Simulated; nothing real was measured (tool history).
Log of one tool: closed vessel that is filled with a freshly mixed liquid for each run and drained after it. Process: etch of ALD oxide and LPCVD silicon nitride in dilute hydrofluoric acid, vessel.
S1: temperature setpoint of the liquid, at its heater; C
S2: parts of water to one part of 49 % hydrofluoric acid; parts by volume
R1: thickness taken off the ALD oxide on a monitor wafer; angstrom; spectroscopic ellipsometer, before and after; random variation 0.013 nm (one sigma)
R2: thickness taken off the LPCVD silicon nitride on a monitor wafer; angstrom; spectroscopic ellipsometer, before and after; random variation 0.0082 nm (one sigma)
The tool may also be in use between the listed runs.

{"run": 1, "hour": 0.0, "S1": 25.0, "S2": 285, "time in the liquid (s)": 120, "R1": 79.315, "R2": 2.1141}
{"run": 2, "hour": 8.7, "S1": 23.0, "S2": 285, "time in the liquid (s)": 120, "R1": 74.564, "R2": 2.4885}
{"run": 3, "hour": 17.1, "S1": 21.0, "S2": 285, "time in the liquid (s)": 120, "R1": 69.202, "R2": 1.6115}
{"run": 4, "hour": 25.1, "S1": 20.0, "S2": 365, "time in the liquid (s)": 120, "R1": 48.724, "R2": 1.682}
{"run": 5, "hour": 33.9, "S1": 19.0, "S2": 410, "time in the liquid (s)": 115, "R1": 38.193, "R2": 1.2944}
{"run": 6, "hour": 41.9, "S1": 18.5, "S2": 445, "time in the liquid (s)": 110, "R1": 32.218, "R2": 0.99175}

Forecast run 7:
{"run": 7, "hour": 50.5, "S1": 18.0, "S2": 465, "time in the liquid (s)": 105, "R1": "?", "R2": "?"}

Run 7 gave R1 28.559 angstrom, R2 0.78011 angstrom.
